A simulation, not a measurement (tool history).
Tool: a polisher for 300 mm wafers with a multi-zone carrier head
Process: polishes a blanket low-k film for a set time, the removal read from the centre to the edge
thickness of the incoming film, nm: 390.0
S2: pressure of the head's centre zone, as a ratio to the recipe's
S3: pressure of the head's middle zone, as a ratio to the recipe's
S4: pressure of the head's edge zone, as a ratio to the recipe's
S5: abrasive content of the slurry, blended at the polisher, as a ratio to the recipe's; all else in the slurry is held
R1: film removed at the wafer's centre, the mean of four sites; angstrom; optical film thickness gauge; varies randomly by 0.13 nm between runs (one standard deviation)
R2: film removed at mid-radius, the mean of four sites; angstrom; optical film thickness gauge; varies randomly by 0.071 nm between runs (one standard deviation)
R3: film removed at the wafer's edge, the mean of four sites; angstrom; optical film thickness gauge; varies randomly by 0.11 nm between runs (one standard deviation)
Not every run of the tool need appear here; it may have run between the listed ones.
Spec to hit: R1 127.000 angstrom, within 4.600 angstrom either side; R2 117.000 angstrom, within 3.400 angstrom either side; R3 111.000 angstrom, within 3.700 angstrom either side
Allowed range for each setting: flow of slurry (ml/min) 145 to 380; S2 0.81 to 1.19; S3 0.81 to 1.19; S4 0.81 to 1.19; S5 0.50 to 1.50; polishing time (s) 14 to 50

{"run": 1, "hour": 0.0, "flow of slurry (ml/min)": 245, "S2": 1.0, "S3": 1.0, "S4": 1.0, "S5": 1.0, "polishing time (s)": 32, "R1": 93.082, "R2": 92.418, "R3": 91.414}
{"run": 2, "hour": 5.6, "flow of slurry (ml/min)": 255, "S2": 1.03, "S3": 1.02, "S4": 1.02, "S5": 1.05, "polishing time (s)": 32, "R1": 97.078, "R2": 95.645, "R3": 94.316}
{"run": 3, "hour": 9.2, "flow of slurry (ml/min)": 255, "S2": 1.03, "S3": 1.02, "S4": 1.02, "S5": 0.85, "polishing time (s)": 32, "R1": 87.857, "R2": 87.845, "R3": 84.803}
{"run": 4, "hour": 15.7, "flow of slurry (ml/min)": 255, "S2": 1.03, "S3": 1.02, "S4": 1.02, "S5": 0.85, "polishing time (s)": 27, "R1": 75.419, "R2": 72.804, "R3": 72.364}
{"run": 5, "hour": 24.1, "flow of slurry (ml/min)": 255, "S2": 1.03, "S3": 1.02, "S4": 0.96, "S5": 0.85, "polishing time (s)": 27, "R1": 74.578, "R2": 73.398, "R3": 70.455}
{"run": 6, "hour": 33.1, "flow of slurry (ml/min)": 255, "S2": 1.03, "S3": 0.94, "S4": 0.96, "S5": 0.85, "polishing time (s)": 27, "R1": 74.577, "R2": 68.067, "R3": 71.106}
{"run": 7, "hour": 37.1, "flow of slurry (ml/min)": 260, "S2": 1.05, "S3": 0.97, "S4": 0.98, "S5": 0.95, "polishing time (s)": 27, "R1": 81.332, "R2": 73.772, "R3": 74.95}
{"run": 8, "hour": 41.0, "flow of slurry (ml/min)": 265, "S2": 1.06, "S3": 0.99, "S4": 1.0, "S5": 1.05, "polishing time (s)": 27, "R1": 85.426, "R2": 78.653, "R3": 80.23}

Which single option among these 4 for the next run brings every result within its allowed miss of target? Just one does.
{"run": "A", "hour": 44.9, "flow of slurry (ml/min)": 270, "S2": 1.19, "S3": 0.97, "S4": 0.84, "S5": 1.25, "polishing time (s)": 38, "R1": "?", "R2": "?", "R3": "?"}
{"run": "B", "hour": 44.9, "flow of slurry (ml/min)": 240, "S2": 1.13, "S3": 1.06, "S4": 0.96, "S5": 1.1, "polishing time (s)": 34, "R1": "?", "R2": "?", "R3": "?"}
{"run": "C", "hour": 44.9, "flow of slurry (ml/min)": 220, "S2": 1.19, "S3": 1.13, "S4": 1.09, "S5": 1.2, "polishing time (s)": 35, "R1": "?", "R2": "?", "R3": "?"}
{"run": "D", "hour": 44.9, "flow of slurry (ml/min)": 250, "S2": 1.11, "S3": 1.09, "S4": 0.94, "S5": 1.1, "polishing time (s)": 38, "R1": "?", "R2": "?", "R3": "?"}

move=A R1=143.370 R2=117.210 R3=111.640
move=B R1=114.500 R2=105.750 R3=99.563
move=C R1=126.230 R2=117.700 R3=111.910
move=D R1=126.740 R2=121.700 R3=110.570
A: gets the furthest-off result to its target, but another result is out of tolerance
B: an improvement on the last run, though not all results are within tolerance
C: each result inside its tolerance
D: carries the result that was furthest off beyond its target, to the other side
C is the move that brings every result within its allowed miss.

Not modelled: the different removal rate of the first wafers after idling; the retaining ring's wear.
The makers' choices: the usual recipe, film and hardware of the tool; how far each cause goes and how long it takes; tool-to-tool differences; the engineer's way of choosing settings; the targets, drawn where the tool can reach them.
